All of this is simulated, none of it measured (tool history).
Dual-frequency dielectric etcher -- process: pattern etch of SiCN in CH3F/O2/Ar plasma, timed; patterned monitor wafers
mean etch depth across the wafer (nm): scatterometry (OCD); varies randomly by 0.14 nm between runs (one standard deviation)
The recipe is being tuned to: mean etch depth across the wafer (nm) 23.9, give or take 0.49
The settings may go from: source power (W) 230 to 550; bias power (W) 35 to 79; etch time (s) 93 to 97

| run | hour | source power (W) | bias power (W) | etch time (s) | mean etch depth across the wafer (nm) |
|---|---|---|---|---|---|
| 1 | 0 | 390 | 57 | 93 | 30.279 |
| 2 | 5.6 | 350 | 53 | 93 | 28.606 |
| 3 | 11.1 | 350 | 59 | 93 | 29.375 |
| 4 | 12.8 | 350 | 67 | 93 | 30.36 |
| 5 | 21.8 | 320 | 60 | 93 | 28.646 |
| 6 | 26.4 | 300 | 55 | 93 | 27.194 |
| 7 | 30.8 | 280 | 52 | 93 | 26.361 |
| 8 | 32.7 | 270 | 50 | 93 | 25.698 |
| 9 | 37.8 | 230 | 44 | 93 | 23.229 |

Below are 5 possible settings for the next run. Only one of them brings all results inside the allowed miss of their targets. Which is it?
| A | 42.9 | 240 | 38 | 93.5 | ? |
| B | 42.9 | 240 | 40 | 97 | ? |
| C | 42.9 | 230 | 42 | 93.5 | ? |
| D | 42.9 | 250 | 35 | 94 | ? |
| E | 42.9 | 230 | 39 | 93 | ? |

| move | mean etch depth across the wafer (nm) |
|---|---|
| A | 22.82 |
| B | 24.034 |
| C | 23.166 |
| D | 22.729 |
| E | 22.538 |
A: misses by more than the last run did
B: every result lands within tolerance
C: misses by more than the last run did
D: misses by more than the last run did
E: misses by more than the last run did
The right move is B.
